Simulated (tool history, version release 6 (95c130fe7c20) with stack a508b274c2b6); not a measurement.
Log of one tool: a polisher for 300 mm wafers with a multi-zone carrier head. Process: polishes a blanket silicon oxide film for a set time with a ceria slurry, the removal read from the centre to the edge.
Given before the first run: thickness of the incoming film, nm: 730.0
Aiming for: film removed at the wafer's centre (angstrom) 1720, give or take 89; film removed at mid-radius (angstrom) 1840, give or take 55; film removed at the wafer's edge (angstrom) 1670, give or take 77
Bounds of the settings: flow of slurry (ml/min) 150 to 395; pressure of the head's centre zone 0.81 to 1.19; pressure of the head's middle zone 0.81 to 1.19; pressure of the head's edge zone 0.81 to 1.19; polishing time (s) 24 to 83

run,hour,flow of slurry (ml/min),pressure of the head's centre zone,pressure of the head's middle zone,pressure of the head's edge zone,polishing time (s),film removed at the wafer's centre (angstrom),film removed at mid-radius (angstrom),film removed at the wafer's edge (angstrom)
1,0,250,1,1,1,53,2329.4,2232.1,2295.4
2,1.2,250,0.98,1.02,0.96,49,2145.5,2120.8,2078
3,4.8,250,0.98,1.02,0.96,60,2590.7,2592.6,2568.5
4,8.7,250,0.98,1.08,0.96,60,2532.7,2674,2569
5,16.9,245,0.96,1.07,0.93,54,2265.3,2382.3,2285.7
6,21,245,0.96,1.07,1,54,2318.8,2412.7,2305.1
# hour 22.9: centre zone pressure recalibrated
7,22.9,245,0.95,1.08,0.99,49,1940.3,2211.9,2079.3
8,26.9,230,1.03,1.02,0.89,41,1764,1747.7,1627.6
9,31.9,235,1.02,1.03,0.89,41,1755.1,1752.4,1695.9

Of the 4 settings listed for the next run, only one would bring every result within its allowed miss of target. Which one?
A,36.9,155,0.99,1.13,0.9,44,?,?,?
B,36.9,255,1.1,0.99,0.97,39,?,?,?
C,36.9,210,1.02,1.1,0.92,41,?,?,?
D,36.9,150,1.04,1.19,0.9,43,?,?,?

move,film removed at the wafer's centre (angstrom),film removed at mid-radius (angstrom),film removed at the wafer's edge (angstrom)
A,1721.2,1917.7,1728.4
B,1805.9,1606.7,1658.2
C,1721.8,1811.3,1672.4
D,1759.9,1950.7,1682.4
A: pushes the last run's worst result past its target
B: its largest miss is bigger than the last run's
C: each result inside its tolerance
D: pushes the last run's worst result past its target
So the answer is move C, the one that meets all the targets.
